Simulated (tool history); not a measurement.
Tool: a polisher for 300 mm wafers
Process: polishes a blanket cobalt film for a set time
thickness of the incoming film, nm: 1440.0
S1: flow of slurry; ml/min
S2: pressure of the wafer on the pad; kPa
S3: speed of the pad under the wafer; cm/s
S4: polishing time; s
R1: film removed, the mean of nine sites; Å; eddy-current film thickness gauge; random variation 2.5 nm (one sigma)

| run | day | S1 | S2 | S3 | S4 | R1 |
|---|---|---|---|---|---|---|
| 1 | 0 | 300 | 11.7 | 104 | 64 | 3180.1 |
| 2 | 0.117 | 230 | 11.7 | 104 | 64 | 3186.7 |
| 3 | 0.346 | 230 | 10.3 | 102 | 64 | 2754.7 |
| 4 | 0.4 | 230 | 10.3 | 122 | 64 | 3235.9 |
| 5 | 0.604 | 230 | 10.3 | 122 | 59 | 2945.8 |
| 6 | 0.808 | 230 | 9 | 120 | 59 | 2588.1 |
| 7 | 0.9 | 225 | 5.5 | 110 | 59 | 1469.6 |
| 8 | 1.262 | 225 | 5.5 | 110 | 59 | 1502.2 |

Forecast run 9:
| 9 | 1.554 | 225 | 6.2 | 110 | 59 | ? |

{"run 9": {"R1": 1641.6}}

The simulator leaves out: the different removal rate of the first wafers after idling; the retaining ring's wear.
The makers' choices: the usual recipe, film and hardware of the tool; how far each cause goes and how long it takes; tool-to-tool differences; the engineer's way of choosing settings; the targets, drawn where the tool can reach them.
